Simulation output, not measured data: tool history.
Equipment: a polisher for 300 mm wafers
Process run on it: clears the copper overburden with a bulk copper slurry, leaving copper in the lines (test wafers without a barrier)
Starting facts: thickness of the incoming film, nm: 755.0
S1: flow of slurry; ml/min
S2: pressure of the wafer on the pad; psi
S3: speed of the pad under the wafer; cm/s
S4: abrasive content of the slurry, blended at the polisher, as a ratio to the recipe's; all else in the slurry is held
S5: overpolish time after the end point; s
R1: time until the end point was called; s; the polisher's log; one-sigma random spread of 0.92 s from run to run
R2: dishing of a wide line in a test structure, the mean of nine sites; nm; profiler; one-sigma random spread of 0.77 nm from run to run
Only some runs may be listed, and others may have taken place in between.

Run 1, hour 0.0: S1 240 ml/min, S2 2.6 psi, S3 108 cm/s, S4 1.0, S5 13 s. Result: R1 70.005 s, R2 47.351 nm.
Run 2, hour 2.4: S1 240 ml/min, S2 2.3 psi, S3 108 cm/s, S4 1.0, S5 13 s. Result: R1 80.507 s, R2 44.369 nm.
Run 3, hour 4.9: S1 240 ml/min, S2 2.2 psi, S3 108 cm/s, S4 1.0, S5 14 s. Result: R1 82.805 s, R2 44.761 nm.
Run 4, hour 11.5: S1 240 ml/min, S2 2.1 psi, S3 108 cm/s, S4 1.0, S5 14 s. Result: R1 86.151 s, R2 44.317 nm.
Run 5, hour 18.4: S1 240 ml/min, S2 2.0 psi, S3 108 cm/s, S4 1.0, S5 14 s. Result: R1 92.418 s, R2 43.345 nm.
Run 6, hour 24.3: S1 240 ml/min, S2 2.0 psi, S3 108 cm/s, S4 1.0, S5 16 s. Result: R1 90.730 s, R2 44.720 nm.

For run 7, what comes out?
Run 7, hour 31.9: S1 240 ml/min, S2 1.9 psi, S3 108 cm/s, S4 1.0, S5 16 s. Result: R1 ?, R2 ?.

Run 7 yielded R1 95.867 s, R2 44.145 nm.
